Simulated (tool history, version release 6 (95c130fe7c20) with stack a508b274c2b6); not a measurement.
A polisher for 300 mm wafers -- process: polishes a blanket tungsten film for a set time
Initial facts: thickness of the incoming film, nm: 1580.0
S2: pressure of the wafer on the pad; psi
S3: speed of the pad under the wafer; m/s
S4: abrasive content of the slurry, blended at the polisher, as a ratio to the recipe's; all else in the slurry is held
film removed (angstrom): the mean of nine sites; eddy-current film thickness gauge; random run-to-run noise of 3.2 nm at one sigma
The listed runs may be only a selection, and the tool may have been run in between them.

Run 1, hour 0: flow of slurry (ml/min) 225, S2 3.9 psi, S3 1.34 m/s, S4 1, polishing time (s) 45. Result: film removed (angstrom) 3348.2.
Run 2, hour 5.5: flow of slurry (ml/min) 225, S2 3 psi, S3 1.34 m/s, S4 1, polishing time (s) 45. Result: film removed (angstrom) 2605.7.
Run 3, hour 12.9: flow of slurry (ml/min) 225, S2 3 psi, S3 1.46 m/s, S4 1, polishing time (s) 45. Result: film removed (angstrom) 2796.7.
Run 4, hour 15.5: flow of slurry (ml/min) 230, S2 3.3 psi, S3 1.46 m/s, S4 1, polishing time (s) 45. Result: film removed (angstrom) 3096.6.
Run 5, hour 22.3: flow of slurry (ml/min) 230, S2 3.3 psi, S3 1.46 m/s, S4 1, polishing time (s) 40. Result: film removed (angstrom) 2747.7.
Run 6, hour 28: flow of slurry (ml/min) 230, S2 3.7 psi, S3 1.46 m/s, S4 1, polishing time (s) 40. Result: film removed (angstrom) 3040.4.
Run 7, hour 31.3: flow of slurry (ml/min) 230, S2 4 psi, S3 1.46 m/s, S4 1, polishing time (s) 40. Result: film removed (angstrom) 3281.7.

Run 8 has not been measured yet. What should we expect?
Run 8, hour 37.5: flow of slurry (ml/min) 230, S2 4.3 psi, S3 1.46 m/s, S4 1, polishing time (s) 40. Result: film removed (angstrom) ?.

For run 8 the tool returned film removed (angstrom) 3510.6.

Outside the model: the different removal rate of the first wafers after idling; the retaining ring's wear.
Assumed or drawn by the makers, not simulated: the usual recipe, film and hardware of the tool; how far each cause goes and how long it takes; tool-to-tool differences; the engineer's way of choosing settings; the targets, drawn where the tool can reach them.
